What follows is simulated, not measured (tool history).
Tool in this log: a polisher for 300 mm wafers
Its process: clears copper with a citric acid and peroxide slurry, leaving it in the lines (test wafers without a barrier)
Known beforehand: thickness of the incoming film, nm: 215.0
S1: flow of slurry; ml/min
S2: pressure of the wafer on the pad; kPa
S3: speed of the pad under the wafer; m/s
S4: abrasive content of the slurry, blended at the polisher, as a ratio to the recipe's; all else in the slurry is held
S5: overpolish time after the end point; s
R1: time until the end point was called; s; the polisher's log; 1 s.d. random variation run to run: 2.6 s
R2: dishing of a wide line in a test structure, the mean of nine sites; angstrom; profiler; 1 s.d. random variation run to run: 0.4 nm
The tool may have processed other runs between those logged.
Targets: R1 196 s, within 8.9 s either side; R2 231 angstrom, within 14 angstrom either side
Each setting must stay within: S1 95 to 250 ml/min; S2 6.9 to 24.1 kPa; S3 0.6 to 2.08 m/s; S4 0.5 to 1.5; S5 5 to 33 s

run 1 day=0 | S1=160 S2=15.2 S3=1.34 S4=1 S5=17 | R1=117.17 R2=275.26
run 2 day=0.233 | S1=160 S2=15.2 S3=1.34 S4=1 S5=11 | R1=115.04 R2=187.47
run 3 day=0.396 | S1=160 S2=11.7 S3=1.34 S4=1 S5=11 | R1=137.2 R2=161.25
run 4 day=0.621 | S1=160 S2=11.7 S3=1.52 S4=1 S5=11 | R1=118.56 R2=179.54
run 5 day=0.717 | S1=160 S2=10.3 S3=1.46 S4=1 S5=14 | R1=131.57 R2=210.9
run 6 day=0.754 | S1=160 S2=10.3 S3=1.46 S4=0.85 S5=14 | R1=142.48 R2=198.14
run 7 day=0.817 | S1=155 S2=9.7 S3=1.44 S4=0.85 S5=15 | R1=150.17 R2=203.95
run 8 day=1.075 | S1=155 S2=9.7 S3=1.44 S4=0.85 S5=15 | R1=147 R2=199.41

Exercise: of the 4 proposed moves below, exactly one satisfies all targets within the stated allowed misses. Which move is it?
run A day=1.333 | S1=160 S2=6.9 S3=1.04 S4=0.8 S5=27 | R1=? R2=?
run B day=1.333 | S1=135 S2=6.9 S3=1.3 S4=0.85 S5=23 | R1=? R2=?
run C day=1.333 | S1=150 S2=16.5 S3=1.46 S4=1 S5=14 | R1=? R2=?
run D day=1.333 | S1=170 S2=9 S3=1.78 S4=0.85 S5=15 | R1=? R2=?

move=A R1=235.87 R2=220.17
move=B R1=193.44 R2=227.74
move=C R1=102.13 R2=264.4
move=D R1=121.77 R2=236.31
A: takes the result that was furthest off past its target
B: every result lands within tolerance
C: the biggest miss grows against the last run
D: the biggest miss grows against the last run
The move that meets every target is B.
